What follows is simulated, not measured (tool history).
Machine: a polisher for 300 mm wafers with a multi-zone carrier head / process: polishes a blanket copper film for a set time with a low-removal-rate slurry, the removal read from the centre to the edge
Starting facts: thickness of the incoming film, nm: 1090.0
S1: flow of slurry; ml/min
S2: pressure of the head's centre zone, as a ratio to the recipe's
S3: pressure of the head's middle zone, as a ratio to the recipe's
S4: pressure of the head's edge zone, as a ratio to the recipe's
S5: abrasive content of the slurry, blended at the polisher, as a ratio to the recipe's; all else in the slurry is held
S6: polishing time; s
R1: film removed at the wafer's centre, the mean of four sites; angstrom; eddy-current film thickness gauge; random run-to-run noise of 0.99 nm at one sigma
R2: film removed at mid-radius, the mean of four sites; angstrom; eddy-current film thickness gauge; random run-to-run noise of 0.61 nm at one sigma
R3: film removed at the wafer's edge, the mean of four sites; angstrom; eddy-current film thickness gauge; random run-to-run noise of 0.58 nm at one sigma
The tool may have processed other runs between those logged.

run  hour   S1    S2    S3    S4    S5  S6      R1      R2      R3
  1     0  315     1     1     1     1  78  1131.3    1178  1128.9
  2   4.1  315     1     1  1.04     1  78  1167.5  1185.3  1151.6
  3  11.1  320  1.01  0.99  0.99  0.85  75  1072.8    1097  1057.9
  4  18.4  320  1.02  0.98  0.95  0.75  72  1020.8  1012.5  967.53
  5  20.3  355  1.02  0.98  0.95  0.75  72  1026.7  1017.9  975.88
  6  23.4  355  1.02  0.98  0.95  0.65  72  1002.6  994.91  950.67

Expected results for the next run?
  7    31  355  1.01  0.97  0.91  0.6  71   ?   ?   ?

Run 7 came out at R1 946.84 angstrom, R2 954.53 angstrom, R3 906.14 angstrom.
